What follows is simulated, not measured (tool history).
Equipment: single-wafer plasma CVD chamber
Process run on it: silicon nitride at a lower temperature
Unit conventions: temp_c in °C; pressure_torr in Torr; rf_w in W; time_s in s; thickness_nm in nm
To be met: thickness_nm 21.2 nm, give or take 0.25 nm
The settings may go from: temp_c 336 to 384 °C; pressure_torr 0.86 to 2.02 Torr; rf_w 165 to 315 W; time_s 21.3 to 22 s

run  hour  temp_c  pressure_torr  rf_w  time_s  thickness_nm
  1     0     360           1.44   240    21.3        18.696
  2   5.5     360           1.52   240    21.3        18.981
  3    13     360           1.52   240      22        19.532
  4    15     360           1.58   240      22        19.802
  5  23.3     360           1.58   240      22        19.845
  6  27.1     360           1.58   220      22        18.167
     34.8  -- RF generator calibrated
  7  34.8     360           1.64   225      22        20.236
  8  36.5     360           1.65   225      22        20.298
  9    44     360           1.66   225      22        20.304
 10  49.7     360           1.67   225      22        20.338
 11  53.2     360           1.67   225      22        20.344
 12  61.2     360           1.68   225      22        20.431

Pick the move, out of 4, that brings all results within their allowed miss; only one does.
  A  69.2     364           1.55   230    21.6             ?
  B  69.2     362           1.59   240    21.8             ?
  C  69.2     361           1.69   240      22             ?
  D  69.2     361           1.87   235    21.9             ?

move  thickness_nm
   A        19.934
   B        21.164
   C        21.773
   D        21.899
A: its largest miss is bigger than the last run's
B: meets every target
C: takes the result that was furthest off past its target
D: takes the result that was furthest off past its target
B meets every target.
